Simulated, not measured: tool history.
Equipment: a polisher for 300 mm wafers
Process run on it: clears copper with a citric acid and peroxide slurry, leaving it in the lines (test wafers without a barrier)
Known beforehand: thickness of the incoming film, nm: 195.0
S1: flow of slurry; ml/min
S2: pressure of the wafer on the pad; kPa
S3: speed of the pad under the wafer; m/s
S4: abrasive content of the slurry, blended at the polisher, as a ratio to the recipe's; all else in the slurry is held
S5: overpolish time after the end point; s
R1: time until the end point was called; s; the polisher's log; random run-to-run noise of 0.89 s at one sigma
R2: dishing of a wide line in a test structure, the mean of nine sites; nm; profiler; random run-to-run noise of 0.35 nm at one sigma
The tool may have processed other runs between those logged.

run 1 day=0 | S1=210 S2=16.5 S3=0.86 S4=1 S5=14 | R1=115.18 R2=14.609
run 2 day=0.196 | S1=220 S2=17.9 S3=0.86 S4=1 S5=15 | R1=107.68 R2=16.891
run 3 day=0.354 | S1=220 S2=17.9 S3=0.86 S4=1 S5=10 | R1=106.61 R2=12.104
run 4 day=0.425 | S1=220 S2=15.9 S3=0.86 S4=1 S5=10 | R1=120.16 R2=11.431
run 5 day=0.646 | S1=220 S2=15.9 S3=0.86 S4=1 S5=5 | R1=119.51 R2=5.9308
run 6 day=0.85 | S1=220 S2=15.9 S3=0.86 S4=1 S5=4 | R1=120.07 R2=4.7176
run 7 day=1.162 | S1=220 S2=16.5 S3=0.86 S4=1 S5=5 | R1=115.12 R2=6.003

Run 8, settings as shown, results not yet in. Your forecast:
run 8 day=1.475 | S1=205 S2=20.7 S3=0.78 S4=1 S5=11 | R1=? R2=?

{"run 8": {"R1": 102.67, "R2": 12.906}}
